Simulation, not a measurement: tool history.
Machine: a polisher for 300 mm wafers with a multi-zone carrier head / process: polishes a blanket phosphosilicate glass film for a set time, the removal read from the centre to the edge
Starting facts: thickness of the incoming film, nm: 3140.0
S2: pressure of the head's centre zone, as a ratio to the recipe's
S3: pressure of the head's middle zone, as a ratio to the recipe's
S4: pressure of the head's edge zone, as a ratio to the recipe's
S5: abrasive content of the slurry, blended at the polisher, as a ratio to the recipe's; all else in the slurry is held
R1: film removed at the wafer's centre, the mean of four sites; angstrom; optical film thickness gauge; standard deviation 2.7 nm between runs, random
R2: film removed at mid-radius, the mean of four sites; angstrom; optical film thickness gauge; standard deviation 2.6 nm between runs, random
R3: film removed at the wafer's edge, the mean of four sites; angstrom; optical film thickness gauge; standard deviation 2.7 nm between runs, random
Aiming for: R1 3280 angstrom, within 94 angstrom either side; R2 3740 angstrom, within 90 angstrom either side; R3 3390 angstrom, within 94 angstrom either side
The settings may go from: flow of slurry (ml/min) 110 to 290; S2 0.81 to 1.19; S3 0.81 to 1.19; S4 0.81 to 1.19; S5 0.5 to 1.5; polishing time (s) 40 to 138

run 1 day=0 | flow_of_slurry_(ml/min)=185 S2=1 S3=1 S4=1 S5=1 polishing_time_(s)=88 | R1=4729.4 R2=4822.4 R3=4810.1
run 2 day=0.05 | flow_of_slurry_(ml/min)=180 S2=0.98 S3=1 S4=0.97 S5=0.9 polishing_time_(s)=88 | R1=4443.9 R2=4520.7 R3=4398.3
run 3 day=0.212 | flow_of_slurry_(ml/min)=180 S2=0.98 S3=1 S4=0.94 S5=0.9 polishing_time_(s)=88 | R1=4329.9 R2=4573.1 R3=4355.7
run 4 day=0.312 | flow_of_slurry_(ml/min)=180 S2=0.98 S3=1 S4=0.94 S5=0.9 polishing_time_(s)=71 | R1=3549.4 R2=3705.1 R3=3551.9
run 5 day=0.438 | flow_of_slurry_(ml/min)=180 S2=1.05 S3=1 S4=0.94 S5=0.9 polishing_time_(s)=71 | R1=3743.8 R2=3714.8 R3=3486.3
run 6 day=0.75 | flow_of_slurry_(ml/min)=175 S2=1.03 S3=1.01 S4=0.93 S5=0.9 polishing_time_(s)=71 | R1=3713 R2=3664.5 R3=3501.4
run 7 day=0.925 | flow_of_slurry_(ml/min)=170 S2=0.93 S3=1.11 S4=0.89 S5=0.8 polishing_time_(s)=71 | R1=3095.9 R2=3759.3 R3=3189.2
run 8 day=1.225 | flow_of_slurry_(ml/min)=175 S2=0.93 S3=1.1 S4=0.9 S5=0.8 polishing_time_(s)=71 | R1=3161 R2=3735.7 R3=3170.6
run 9 day=1.283 | flow_of_slurry_(ml/min)=180 S2=0.92 S3=1.08 S4=1 S5=0.85 polishing_time_(s)=71 | R1=3157.4 R2=3853.6 R3=3516

Next run, 4 choices. One meets every target within its allowed miss, the rest don't. Which?
run A day=1.342 | flow_of_slurry_(ml/min)=175 S2=0.9 S3=1.08 S4=0.96 S5=0.8 polishing_time_(s)=72 | R1=? R2=? R3=?
run B day=1.342 | flow_of_slurry_(ml/min)=150 S2=0.97 S3=1.09 S4=0.99 S5=0.85 polishing_time_(s)=71 | R1=? R2=? R3=?
run C day=1.342 | flow_of_slurry_(ml/min)=180 S2=0.87 S3=1.07 S4=0.96 S5=0.75 polishing_time_(s)=79 | R1=? R2=? R3=?
run D day=1.342 | flow_of_slurry_(ml/min)=230 S2=0.85 S3=0.97 S4=1.07 S5=0.95 polishing_time_(s)=70 | R1=? R2=? R3=?

move=A R1=3120.5 R2=3775.1 R3=3368.9
move=B R1=3316.1 R2=3761.9 R3=3405
move=C R1=3203.8 R2=3977.6 R3=3573
move=D R1=3295.8 R2=3841.1 R3=3899.9
A: the furthest-off result lands on target, but another misses its tolerance
B: hits every target within its allowed miss
C: misses by more than the last run did
D: misses by more than the last run did
So the answer is move B, the one that meets all the targets.
